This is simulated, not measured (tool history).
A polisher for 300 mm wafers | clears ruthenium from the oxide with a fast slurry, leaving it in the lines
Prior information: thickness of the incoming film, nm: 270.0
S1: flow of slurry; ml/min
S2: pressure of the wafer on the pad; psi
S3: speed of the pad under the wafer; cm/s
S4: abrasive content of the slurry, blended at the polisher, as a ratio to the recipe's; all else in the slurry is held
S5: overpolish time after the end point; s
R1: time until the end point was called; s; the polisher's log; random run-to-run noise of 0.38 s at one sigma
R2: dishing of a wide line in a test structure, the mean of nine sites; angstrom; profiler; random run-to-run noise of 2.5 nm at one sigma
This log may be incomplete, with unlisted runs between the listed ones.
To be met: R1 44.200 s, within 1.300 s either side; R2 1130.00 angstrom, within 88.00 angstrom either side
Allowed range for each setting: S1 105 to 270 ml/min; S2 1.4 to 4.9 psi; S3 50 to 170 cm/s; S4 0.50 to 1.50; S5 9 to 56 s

run 1 hour=0.0 | S1=175 S2=3.1 S3=110 S4=1.00 S5=29 | R1=59.452 R2=872.17
run 2 hour=3.0 | S1=175 S2=3.1 S3=110 S4=0.90 S5=29 | R1=61.940 R2=847.07
run 3 hour=9.9 | S1=180 S2=3.2 S3=110 S4=0.90 S5=29 | R1=59.814 R2=863.04
run 4 hour=17.4 | S1=155 S2=3.2 S3=110 S4=0.90 S5=29 | R1=60.989 R2=861.01
run 5 hour=21.2 | S1=160 S2=3.3 S3=110 S4=0.90 S5=29 | R1=58.955 R2=871.37
run 6 hour=23.3 | S1=165 S2=3.4 S3=110 S4=0.90 S5=29 | R1=57.681 R2=872.94
run 7 hour=32.2 | S1=165 S2=3.5 S3=110 S4=0.90 S5=30 | R1=55.515 R2=888.25
run 8 hour=33.5 | S1=165 S2=3.6 S3=110 S4=0.90 S5=31 | R1=55.482 R2=930.55
run 9 hour=40.6 | S1=165 S2=3.7 S3=110 S4=0.90 S5=32 | R1=53.967 R2=983.28
run 10 hour=48.5 | S1=165 S2=3.8 S3=110 S4=0.90 S5=32 | R1=53.177 R2=1020.40
run 11 hour=54.5 | S1=165 S2=3.9 S3=110 S4=0.90 S5=32 | R1=53.154 R2=988.43
run 12 hour=60.5 | S1=165 S2=4.0 S3=110 S4=0.90 S5=32 | R1=51.458 R2=1003.80
run 13 hour=62.8 | S1=165 S2=4.1 S3=110 S4=0.90 S5=32 | R1=49.751 R2=1021.30
run 14 hour=68.2 | S1=165 S2=4.2 S3=110 S4=0.90 S5=32 | R1=49.110 R2=1036.80
run 15 hour=74.9 | S1=165 S2=4.3 S3=110 S4=0.90 S5=32 | R1=48.106 R2=1048.80
run 16 hour=75.7 | S1=165 S2=4.5 S3=110 S4=0.90 S5=33 | R1=46.022 R2=1035.00
run 17 hour=77.7 | S1=165 S2=4.6 S3=110 S4=0.90 S5=35 | R1=45.590 R2=1165.50

Of the 5 settings listed for the next run, only one would bring every result within its allowed miss of target. Which one?
run A hour=79.7 | S1=170 S2=4.2 S3=118 S4=0.95 S5=26 | R1=? R2=?
run B hour=79.7 | S1=140 S2=4.3 S3=128 S4=0.95 S5=31 | R1=? R2=?
run C hour=79.7 | S1=185 S2=4.3 S3=120 S4=0.85 S5=26 | R1=? R2=?
run D hour=79.7 | S1=200 S2=4.9 S3=106 S4=0.90 S5=34 | R1=? R2=?
run E hour=79.7 | S1=220 S2=4.6 S3=138 S4=0.65 S5=32 | R1=? R2=?

move=A R1=45.114 R2=990.20
move=B R1=41.804 R2=1153.60
move=C R1=45.131 R2=989.97
move=D R1=44.382 R2=1174.70
move=E R1=40.826 R2=1189.60
A: brings the last run's worst result on target, with another outside its allowed miss
B: takes the result that was furthest off past its target
C: brings the last run's worst result on target, with another outside its allowed miss
D: in spec on every target
E: takes the result that was furthest off past its target
Move D is the one to make.
